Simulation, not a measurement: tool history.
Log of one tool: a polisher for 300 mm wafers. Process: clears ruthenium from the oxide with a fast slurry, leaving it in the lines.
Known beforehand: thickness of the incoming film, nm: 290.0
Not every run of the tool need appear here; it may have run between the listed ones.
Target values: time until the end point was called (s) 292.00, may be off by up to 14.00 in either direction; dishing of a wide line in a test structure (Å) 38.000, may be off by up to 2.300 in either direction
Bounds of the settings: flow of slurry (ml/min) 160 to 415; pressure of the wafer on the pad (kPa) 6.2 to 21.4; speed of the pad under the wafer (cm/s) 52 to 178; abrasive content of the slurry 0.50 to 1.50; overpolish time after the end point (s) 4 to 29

run	hour	flow of slurry (ml/min)	pressure of the wafer on the pad (kPa)	speed of the pad under the wafer (cm/s)	abrasive content of the slurry	overpolish time after the end point (s)	time until the end point was called (s)	dishing of a wide line in a test structure (Å)
1	0.0	265	13.8	114	1.00	15	108.82	346.550
2	6.4	265	13.8	114	0.90	15	115.65	323.990
3	15.4	265	13.1	104	0.85	13	137.49	246.290
4	16.5	265	13.1	104	0.85	18	138.20	338.810
5	19.8	290	13.1	104	0.85	18	135.06	342.630
6	22.6	310	11.7	98	0.80	16	162.97	253.970
7	25.4	325	11.0	94	0.75	14	186.70	198.710
8	32.7	340	10.3	88	0.70	12	219.92	143.160
9	33.6	350	10.3	82	0.65	11	249.25	123.150
10	38.8	350	10.3	82	0.65	11	247.09	121.830
11	46.8	360	10.3	78	0.65	10	251.09	108.500
12	55.2	370	9.7	74	0.70	9	266.06	89.184
13	56.7	375	9.0	72	0.75	8	285.61	75.601
14	60.3	380	8.3	70	0.85	7	293.25	63.790
15	68.2	385	8.3	70	0.90	7	284.54	65.238
16	73.7	390	8.3	68	1.00	7	288.74	69.217
17	74.8	355	8.3	70	0.90	7	298.80	66.256
18	77.9	365	8.3	68	1.00	7	284.44	70.633
19	79.0	290	11.0	76	0.75	4	232.81	48.437
20	85.2	280	10.3	76	0.75	4	242.04	45.300
21	87.6	275	9.7	76	0.75	4	260.54	41.744
22	90.8	270	9.7	76	0.75	4	257.82	41.895
23	94.3	270	7.6	76	0.75	4	326.48	33.380

Which of these 4 next moves meets every target?
A	97.8	215	6.9	94	0.75	4	?	?
B	97.8	180	9.0	96	0.65	4	?	?
C	97.8	250	8.3	72	0.70	4	?	?
D	97.8	240	7.6	76	0.70	4	?	?

move	time until the end point was called (s)	dishing of a wide line in a test structure (Å)
A	298.31	37.291
B	256.58	43.294
C	335.69	33.172
D	345.79	32.211
A: every result within its allowed miss
B: takes the result that was furthest off past its target
C: moves away from the targets compared with the last run
D: moves away from the targets compared with the last run
A is the move that brings every result within its allowed miss.
